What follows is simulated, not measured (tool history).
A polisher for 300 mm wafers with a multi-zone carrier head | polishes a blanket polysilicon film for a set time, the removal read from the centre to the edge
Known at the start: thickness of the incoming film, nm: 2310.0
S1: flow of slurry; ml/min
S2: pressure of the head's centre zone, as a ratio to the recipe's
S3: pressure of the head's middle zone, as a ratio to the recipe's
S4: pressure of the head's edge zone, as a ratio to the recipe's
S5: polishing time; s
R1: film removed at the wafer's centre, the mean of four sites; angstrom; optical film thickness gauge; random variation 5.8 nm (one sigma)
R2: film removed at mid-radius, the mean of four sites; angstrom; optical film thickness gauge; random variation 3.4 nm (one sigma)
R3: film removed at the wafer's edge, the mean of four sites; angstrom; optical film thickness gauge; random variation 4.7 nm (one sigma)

{"run": 1, "hour": 0.0, "S1": 295, "S2": 1.0, "S3": 1.0, "S4": 1.0, "S5": 73, "R1": 7213.5, "R2": 7339.1, "R3": 7270.1}
{"run": 2, "hour": 2.4, "S1": 295, "S2": 1.0, "S3": 0.95, "S4": 1.0, "S5": 73, "R1": 7200.5, "R2": 7127.4, "R3": 7138.2}
{"run": 3, "hour": 7.9, "S1": 285, "S2": 0.99, "S3": 0.92, "S4": 1.02, "S5": 67, "R1": 6514.8, "R2": 6345.8, "R3": 6755.1}
{"run": 4, "hour": 13.4, "S1": 280, "S2": 0.98, "S3": 0.9, "S4": 1.01, "S5": 63, "R1": 6066.9, "R2": 5835.6, "R3": 6167.9}
{"run": 5, "hour": 22.2, "S1": 270, "S2": 0.97, "S3": 0.88, "S4": 1.01, "S5": 60, "R1": 5617.1, "R2": 5458.2, "R3": 5903.4}
{"run": 6, "hour": 24.3, "S1": 270, "S2": 0.89, "S3": 0.88, "S4": 1.01, "S5": 60, "R1": 5248.3, "R2": 5551.0, "R3": 5901.2}
{"run": 7, "hour": 31.6, "S1": 260, "S2": 0.9, "S3": 0.87, "S4": 1.01, "S5": 58, "R1": 5036.6, "R2": 5285.5, "R3": 5635.2}
{"run": 8, "hour": 36.1, "S1": 250, "S2": 0.91, "S3": 0.86, "S4": 1.01, "S5": 56, "R1": 4926.5, "R2": 4999.9, "R3": 5585.5}
{"run": 9, "hour": 43.3, "S1": 245, "S2": 0.91, "S3": 0.85, "S4": 0.99, "S5": 55, "R1": 4810.4, "R2": 4799.8, "R3": 5375.9}
{"run": 10, "hour": 51.1, "S1": 240, "S2": 0.91, "S3": 0.84, "S4": 0.97, "S5": 55, "R1": 4823.7, "R2": 4817.3, "R3": 5229.3}
{"run": 11, "hour": 52.9, "S1": 230, "S2": 0.91, "S3": 0.83, "S4": 0.97, "S5": 54, "R1": 4660.7, "R2": 4700.1, "R3": 5158.7}

Run 12 comes next. What will it give?
{"run": 12, "hour": 56.5, "S1": 225, "S2": 0.92, "S3": 0.83, "S4": 0.97, "S5": 53, "R1": "?", "R2": "?", "R3": "?"}

{"run 12": {"R1": 4577.7, "R2": 4511.9, "R3": 5072.9}}

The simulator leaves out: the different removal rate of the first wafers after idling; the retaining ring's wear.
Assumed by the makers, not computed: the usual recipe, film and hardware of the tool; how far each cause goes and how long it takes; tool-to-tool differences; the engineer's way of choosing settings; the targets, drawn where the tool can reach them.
